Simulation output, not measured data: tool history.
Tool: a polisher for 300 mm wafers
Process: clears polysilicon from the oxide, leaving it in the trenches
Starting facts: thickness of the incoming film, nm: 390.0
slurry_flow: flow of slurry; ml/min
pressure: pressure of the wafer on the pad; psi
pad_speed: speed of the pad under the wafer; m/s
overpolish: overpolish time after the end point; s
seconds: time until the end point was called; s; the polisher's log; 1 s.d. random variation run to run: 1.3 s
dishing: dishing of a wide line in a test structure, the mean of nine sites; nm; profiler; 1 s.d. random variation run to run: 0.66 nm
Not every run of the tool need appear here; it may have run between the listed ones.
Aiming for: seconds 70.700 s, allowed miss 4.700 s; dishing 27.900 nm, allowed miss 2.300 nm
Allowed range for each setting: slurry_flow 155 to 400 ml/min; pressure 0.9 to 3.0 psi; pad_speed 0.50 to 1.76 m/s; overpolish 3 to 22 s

Run 1, hour 0.0: slurry_flow 255 ml/min, pressure 1.9 psi, pad_speed 1.12 m/s, overpolish 11 s. Result: seconds 37.326 s, dishing 56.819 nm.
Run 2, hour 6.6: slurry_flow 255 ml/min, pressure 1.7 psi, pad_speed 1.12 m/s, overpolish 11 s. Result: seconds 40.643 s, dishing 54.740 nm.
Run 3, hour 13.8: slurry_flow 255 ml/min, pressure 1.7 psi, pad_speed 1.36 m/s, overpolish 11 s. Result: seconds 34.017 s, dishing 59.606 nm.
Run 4, hour 18.1: slurry_flow 255 ml/min, pressure 2.0 psi, pad_speed 1.36 m/s, overpolish 11 s. Result: seconds 29.815 s, dishing 64.583 nm.
Run 5, hour 20.9: slurry_flow 250 ml/min, pressure 1.7 psi, pad_speed 1.20 m/s, overpolish 9 s. Result: seconds 39.316 s, dishing 50.548 nm.
Run 6, hour 27.6: slurry_flow 245 ml/min, pressure 1.5 psi, pad_speed 1.10 m/s, overpolish 7 s. Result: seconds 48.326 s, dishing 37.862 nm.
Run 7, hour 31.9: slurry_flow 245 ml/min, pressure 1.3 psi, pad_speed 1.08 m/s, overpolish 7 s. Result: seconds 55.025 s, dishing 34.310 nm.
Run 8, hour 38.8: slurry_flow 245 ml/min, pressure 1.2 psi, pad_speed 1.06 m/s, overpolish 7 s. Result: seconds 59.169 s, dishing 30.142 nm.
Run 9, hour 40.5: slurry_flow 245 ml/min, pressure 1.1 psi, pad_speed 1.04 m/s, overpolish 8 s. Result: seconds 68.424 s, dishing 32.822 nm.

Consider the 5 candidate settings below. Which is the only one whose results all fall within their allowed miss of target?
Run A, hour 42.2: slurry_flow 250 ml/min, pressure 1.4 psi, pad_speed 0.90 m/s, overpolish 10 s. Result: seconds ?, dishing ?.
Run B, hour 42.2: slurry_flow 215 ml/min, pressure 1.1 psi, pad_speed 1.08 m/s, overpolish 12 s. Result: seconds ?, dishing ?.
Run C, hour 42.2: slurry_flow 160 ml/min, pressure 1.5 psi, pad_speed 0.78 m/s, overpolish 7 s. Result: seconds ?, dishing ?.
Run D, hour 42.2: slurry_flow 280 ml/min, pressure 0.9 psi, pad_speed 1.00 m/s, overpolish 14 s. Result: seconds ?, dishing ?.
Run E, hour 42.2: slurry_flow 250 ml/min, pressure 1.1 psi, pad_speed 0.98 m/s, overpolish 9 s. Result: seconds ?, dishing ?.

move  seconds  dishing
   A   62.065   40.692
   B   65.738   44.273
   C   70.275   28.367
   D   82.445   42.184
   E   71.125   34.166
A: lands further from the targets than the last run did
B: lands further from the targets than the last run did
C: all results land within tolerance of their targets
D: lands further from the targets than the last run did
E: lands further from the targets than the last run did
Answer: C
